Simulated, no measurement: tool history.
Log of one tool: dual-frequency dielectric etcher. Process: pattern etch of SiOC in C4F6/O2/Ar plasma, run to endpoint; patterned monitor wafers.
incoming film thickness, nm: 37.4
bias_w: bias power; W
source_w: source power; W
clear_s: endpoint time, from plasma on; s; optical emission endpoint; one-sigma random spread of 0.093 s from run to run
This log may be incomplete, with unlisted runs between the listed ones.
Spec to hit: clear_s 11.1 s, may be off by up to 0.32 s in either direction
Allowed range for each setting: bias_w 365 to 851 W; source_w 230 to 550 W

run,hour,bias_w,source_w,clear_s
1,0,608,390,13.198
2,3.1,608,330,14.613
3,5.5,658,360,13.366
4,6.8,658,400,12.367
5,8.6,685,400,12.261
6,10.9,712,400,12.055
7,16.1,735,400,12.047
8,18.3,753,410,11.583
9,20.2,765,410,11.541
10,23.5,765,410,11.584
11,31.6,777,410,11.604

5 next moves are on the table. One of them brings every result within its allowed miss. Which?
A,39.7,741,450,?
B,39.7,791,380,?
C,39.7,831,350,?
D,39.7,763,350,?
E,39.7,777,370,?

move,clear_s
A,11.117
B,11.843
C,12.152
D,12.64
E,12.127
A: in spec on every target
B: misses by more than the last run did
C: misses by more than the last run did
D: misses by more than the last run did
E: misses by more than the last run did
Go with A: it meets all targets.
